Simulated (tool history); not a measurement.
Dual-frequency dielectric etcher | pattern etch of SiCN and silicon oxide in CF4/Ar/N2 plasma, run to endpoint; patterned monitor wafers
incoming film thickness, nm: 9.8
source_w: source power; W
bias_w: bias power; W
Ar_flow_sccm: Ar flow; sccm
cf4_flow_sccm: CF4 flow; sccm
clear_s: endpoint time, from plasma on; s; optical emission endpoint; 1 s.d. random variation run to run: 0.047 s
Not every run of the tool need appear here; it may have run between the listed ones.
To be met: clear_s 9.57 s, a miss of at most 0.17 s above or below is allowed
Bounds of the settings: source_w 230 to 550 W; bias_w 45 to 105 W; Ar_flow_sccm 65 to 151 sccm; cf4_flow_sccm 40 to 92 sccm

run  hour  source_w  bias_w  Ar_flow_sccm  cf4_flow_sccm  clear_s
  1     0       390      75           108             66   12.107
  2   1.3       390      66           108             66    12.62
  3   9.2       450      66           108             66   11.344
  4  16.6       450      74           108             66   10.941
  5  22.7       420      74           108             66   11.645
  6  24.3       360      74           108             66   12.948
  7  28.2       400      75           108             66   11.906
  8  34.2       430      75           108             66   11.336
  9  37.7       430      75           108             66   11.343

4 candidate next runs follow, results not yet known. Just one meets every target within its allowed miss. Identify it.
  A  41.2       500      86           107             70        ?
  B  41.2       540      81           108             77        ?
  C  41.2       510      76            93             62        ?
  D  41.2       320      63           123             84        ?

move  clear_s
   A   9.5189
   B   9.0042
   C   9.8561
   D   14.096
A: meets every target
B: the result that was furthest off in the last run now lies on the other side of its target
C: better than the last run, though not everything is in spec
D: misses by more than the last run did
Move A is the one to make.
